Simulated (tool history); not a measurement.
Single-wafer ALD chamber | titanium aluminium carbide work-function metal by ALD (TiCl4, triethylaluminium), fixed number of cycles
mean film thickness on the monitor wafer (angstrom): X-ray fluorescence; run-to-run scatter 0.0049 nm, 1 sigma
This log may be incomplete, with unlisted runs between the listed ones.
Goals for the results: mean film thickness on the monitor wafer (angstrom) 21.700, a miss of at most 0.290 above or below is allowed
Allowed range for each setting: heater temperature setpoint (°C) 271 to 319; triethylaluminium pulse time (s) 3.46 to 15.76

run	hour	heater temperature setpoint (°C)	triethylaluminium pulse time (s)	mean film thickness on the monitor wafer (angstrom)
1	0.0	295	9.61	20.085
2	8.4	299	9.85	20.594
3	9.2	299	7.60	19.315
4	14.9	303	7.60	19.817
5	17.0	303	5.16	16.122
6	22.9	307	6.06	18.272
7	25.3	310	6.44	19.119
8	29.0	312	6.72	19.764
9	32.2	314	6.91	20.177
10	34.1	315	7.10	20.462
11	39.3	315	7.10	20.401
12	47.5	316	7.29	20.713
13	54.9	317	7.44	20.972
14	58.1	318	7.56	21.070
15	60.3	318	7.70	21.318
16	61.4	318	7.77	21.421
17	70.3	318	7.81	21.423

Which of these 5 next moves meets every target?
A	79.2	319	7.01	?
B	79.2	318	7.45	?
C	79.2	316	8.76	?
D	79.2	318	7.62	?
E	79.2	316	7.74	?

move	mean film thickness on the monitor wafer (angstrom)
A	20.707
B	21.069
C	21.809
D	21.224
E	21.130
A: the biggest miss grows against the last run
B: the biggest miss grows against the last run
C: in spec on every target
D: the biggest miss grows against the last run
E: the biggest miss grows against the last run
The move that meets every target is C.

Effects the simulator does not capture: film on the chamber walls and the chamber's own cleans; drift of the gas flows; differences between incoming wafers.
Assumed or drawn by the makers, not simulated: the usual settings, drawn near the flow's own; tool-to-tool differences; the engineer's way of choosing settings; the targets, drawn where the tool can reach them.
